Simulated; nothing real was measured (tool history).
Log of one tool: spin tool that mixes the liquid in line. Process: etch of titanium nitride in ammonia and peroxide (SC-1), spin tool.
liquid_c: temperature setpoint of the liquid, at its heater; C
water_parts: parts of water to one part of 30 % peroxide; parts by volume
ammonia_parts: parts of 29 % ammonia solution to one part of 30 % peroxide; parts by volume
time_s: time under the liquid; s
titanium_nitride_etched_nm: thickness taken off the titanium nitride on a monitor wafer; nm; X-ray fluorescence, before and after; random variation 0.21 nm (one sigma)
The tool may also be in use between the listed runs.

run 1 hour=0 | liquid_c=52 water_parts=18 ammonia_parts=0.65 time_s=260 | titanium_nitride_etched_nm=17.364
run 2 hour=2 | liquid_c=53.5 water_parts=18 ammonia_parts=0.65 time_s=260 | titanium_nitride_etched_nm=19.123
run 3 hour=8.7 | liquid_c=53.5 water_parts=18 ammonia_parts=0.65 time_s=260 | titanium_nitride_etched_nm=19.538
run 4 hour=13.3 | liquid_c=53.5 water_parts=18 ammonia_parts=0.45 time_s=260 | titanium_nitride_etched_nm=18.082
run 5 hour=21.3 | liquid_c=53.5 water_parts=18 ammonia_parts=0.45 time_s=285 | titanium_nitride_etched_nm=19.915
run 6 hour=29.5 | liquid_c=54.5 water_parts=18 ammonia_parts=0.45 time_s=285 | titanium_nitride_etched_nm=21.259

Forecast run 7:
run 7 hour=35.7 | liquid_c=55.5 water_parts=18 ammonia_parts=0.45 time_s=285 | titanium_nitride_etched_nm=?

Run 7 gave titanium_nitride_etched_nm 22.223 nm.
